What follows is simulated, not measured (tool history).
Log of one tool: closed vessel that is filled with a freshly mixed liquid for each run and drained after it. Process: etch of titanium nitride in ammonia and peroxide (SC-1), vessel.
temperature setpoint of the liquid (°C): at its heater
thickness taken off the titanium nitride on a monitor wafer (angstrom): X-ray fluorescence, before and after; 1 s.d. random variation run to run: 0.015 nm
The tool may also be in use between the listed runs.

run  hour  temperature setpoint of the liquid (°C)  parts of water to one part of 30 % peroxide (parts by volume)  parts of 29 % ammonia solution to one part of 30 % peroxide (parts by volume)  time in the liquid (s)  thickness taken off the titanium nitride on a monitor wafer (angstrom)
  1   0.0                                     54.0                                                           19.0                                                                           0.55                      35                                                                  17.214
  2   6.8                                     54.0                                                           21.5                                                                           0.55                      35                                                                  16.330
  3  15.6                                     54.0                                                           25.0                                                                           0.55                      35                                                                  14.981
  4  16.6                                     56.0                                                           25.0                                                                           0.55                      35                                                                  17.006
  5  24.0                                     56.0                                                           25.0                                                                           0.55                      30                                                                  14.689
  6  29.2                                     56.0                                                           19.5                                                                           0.55                      30                                                                  16.942
  7  30.3                                     57.5                                                           19.5                                                                           0.55                      30                                                                  18.758
  8  36.7                                     58.5                                                           19.5                                                                           0.55                      30                                                                  19.813

Estimate the outcome of run 9 from the log above:
  9  38.7                                     59.0                                                           19.5                                                                           0.55                      30                                                                       ?

{"run 9": {"thickness taken off the titanium nitride on a monitor wafer (angstrom)": 20.569}}
